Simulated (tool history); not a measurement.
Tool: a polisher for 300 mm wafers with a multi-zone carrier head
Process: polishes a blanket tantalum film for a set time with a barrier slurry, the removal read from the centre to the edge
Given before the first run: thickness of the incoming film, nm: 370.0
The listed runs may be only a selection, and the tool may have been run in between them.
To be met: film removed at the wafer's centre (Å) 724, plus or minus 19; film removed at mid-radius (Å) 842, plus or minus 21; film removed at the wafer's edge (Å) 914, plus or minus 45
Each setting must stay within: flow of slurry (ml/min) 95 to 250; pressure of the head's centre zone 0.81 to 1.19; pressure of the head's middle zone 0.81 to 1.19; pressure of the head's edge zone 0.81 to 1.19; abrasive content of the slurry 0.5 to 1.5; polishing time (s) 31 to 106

run  hour  flow of slurry (ml/min)  pressure of the head's centre zone  pressure of the head's middle zone  pressure of the head's edge zone  abrasive content of the slurry  polishing time (s)  film removed at the wafer's centre (Å)  film removed at mid-radius (Å)  film removed at the wafer's edge (Å)
  1     0                      160                                   1                                   1                                 1                               1                  68                                  893.61                          880.34                                900.13
  2   7.6                      195                                   1                                   1                                 1                               1                  68                                  933.81                          909.82                                951.95
  3  12.4                      195                                   1                                   1                                 1                             0.9                  68                                  886.29                           863.6                                 877.5
  4  19.8                      195                                   1                                   1                                 1                             0.7                  68                                  757.16                          736.98                                762.61
  5  20.7                      200                                0.98                                1.01                              1.03                             0.7                  68                                  743.23                          746.14                                775.96
  6  21.2                      200                                1.04                                1.01                              1.03                             0.7                  68                                  794.64                          743.88                                769.99
  7  28.7                      200                                1.01                                1.02                              1.05                             0.7                  68                                  764.17                          751.63                                762.96
  8  32.9                      205                                0.98                                1.01                              1.05                            0.75                  68                                  786.81                          786.94                                799.71
  9  33.4                      195                                0.95                                   1                              1.04                             0.8                  68                                  775.68                          823.83                                854.45
 10  36.9                      155                                0.89                                0.98                              1.06                            0.85                  68                                   712.9                          796.14                                842.95
 11  45.8                      160                                0.88                                0.98                              1.07                            0.85                  68                                  715.58                          796.44                                855.85
 12  47.9                      165                                0.87                                0.98                              1.07                            0.85                  68                                  719.89                          806.74                                859.89

Which one of the following 4 next-run settings gets every result inside its allowed miss? There is exactly one.
  A    50                      225                                0.86                                1.02                              1.17                            0.65                  79                                       ?                               ?                                     ?
  B    50                      190                                0.93                                1.12                              1.05                             0.8                  65                                       ?                               ?                                     ?
  C    50                      160                                0.81                                1.03                              1.01                            0.85                  74                                       ?                               ?                                     ?
  D    50                      140                                0.85                                1.06                              1.07                               1                  67                                       ?                               ?                                     ?

move  film removed at the wafer's centre (Å)  film removed at mid-radius (Å)  film removed at the wafer's edge (Å)
   A                                  721.53                          840.34                                896.48
   B                                  732.86                          847.41                                802.39
   C                                  726.35                          911.45                                909.18
   D                                  724.16                          886.94                                898.19
A: each result inside its tolerance
B: brings the last run's worst result on target, with another outside its allowed miss
C: takes the biggest miss from the last run beyond its target
D: takes the biggest miss from the last run beyond its target
Correct choice: A, which meets every target
